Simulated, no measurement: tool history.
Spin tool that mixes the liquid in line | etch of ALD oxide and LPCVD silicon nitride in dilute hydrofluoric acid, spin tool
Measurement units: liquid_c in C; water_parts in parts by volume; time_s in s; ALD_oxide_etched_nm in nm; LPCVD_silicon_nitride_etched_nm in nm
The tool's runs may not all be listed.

| run | day | liquid_c | water_parts | time_s | ALD_oxide_etched_nm | LPCVD_silicon_nitride_etched_nm |
|---|---|---|---|---|---|---|
| 1 | 0.000 | 25.0 | 185 | 180 | 11.9220 | 0.48331 |
| 2 | 0.071 | 25.0 | 205 | 180 | 10.4410 | 0.45662 |
| 3 | 0.379 | 26.5 | 200 | 180 | 11.1950 | 0.48375 |
| 4 | 0.421 | 27.5 | 195 | 180 | 11.8700 | 0.56314 |
| 5 | 0.496 | 25.0 | 195 | 180 | 11.1270 | 0.47716 |
| 6 | 0.558 | 25.0 | 195 | 145 | 8.7811 | 0.32894 |
| 7 | 0.633 | 29.0 | 155 | 140 | 13.2310 | 0.53173 |

The next listed run, before its measurement:
| 8 | 0.858 | 29.5 | 155 | 140 | ? | ? |

ALD_oxide_etched_nm: 13.2960 nm
LPCVD_silicon_nitride_etched_nm: 0.58562 nm

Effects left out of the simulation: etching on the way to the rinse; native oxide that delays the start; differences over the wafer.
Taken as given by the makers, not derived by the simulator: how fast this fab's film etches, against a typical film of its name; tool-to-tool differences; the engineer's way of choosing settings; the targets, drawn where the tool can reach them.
